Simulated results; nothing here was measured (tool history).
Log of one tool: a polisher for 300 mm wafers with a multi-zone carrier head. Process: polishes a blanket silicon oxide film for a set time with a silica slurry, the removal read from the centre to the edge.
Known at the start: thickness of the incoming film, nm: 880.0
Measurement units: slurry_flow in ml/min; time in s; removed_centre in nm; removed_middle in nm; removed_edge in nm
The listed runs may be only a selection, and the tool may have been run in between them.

| run | hour | slurry_flow | centre_zone | middle_zone | edge_zone | slurry_solids | time | removed_centre | removed_middle | removed_edge |
|---|---|---|---|---|---|---|---|---|---|---|
| 1 | 0.0 | 250 | 1.00 | 1.00 | 1.00 | 1.00 | 49 | 186.30 | 179.16 | 180.70 |
| 2 | 8.0 | 245 | 0.98 | 0.98 | 0.98 | 0.90 | 47 | 159.97 | 158.68 | 162.87 |
| 3 | 10.0 | 245 | 0.98 | 0.91 | 0.98 | 0.90 | 47 | 164.45 | 153.59 | 163.07 |
| 4 | 11.1 | 240 | 0.98 | 0.90 | 0.96 | 0.80 | 45 | 143.94 | 135.60 | 145.79 |
| 5 | 13.9 | 240 | 1.05 | 0.90 | 0.96 | 0.80 | 45 | 160.48 | 134.48 | 144.14 |
| 6 | 19.9 | 240 | 1.05 | 0.84 | 0.96 | 0.80 | 45 | 157.24 | 127.50 | 141.74 |
| 7 | 22.3 | 235 | 1.03 | 0.84 | 0.93 | 0.75 | 44 | 144.70 | 120.12 | 131.87 |
| 8 | 30.8 | 225 | 1.01 | 0.84 | 0.91 | 0.70 | 44 | 130.20 | 113.31 | 125.89 |
| 9 | 38.9 | 220 | 1.01 | 0.85 | 0.89 | 0.65 | 44 | 125.64 | 108.28 | 116.24 |

For run 10, what comes out?
| 10 | 47.9 | 210 | 0.99 | 0.85 | 0.88 | 0.65 | 44 | ? | ? | ? |

{"run 10": {"removed_centre": 121.03, "removed_middle": 108.7, "removed_edge": 115.97}}
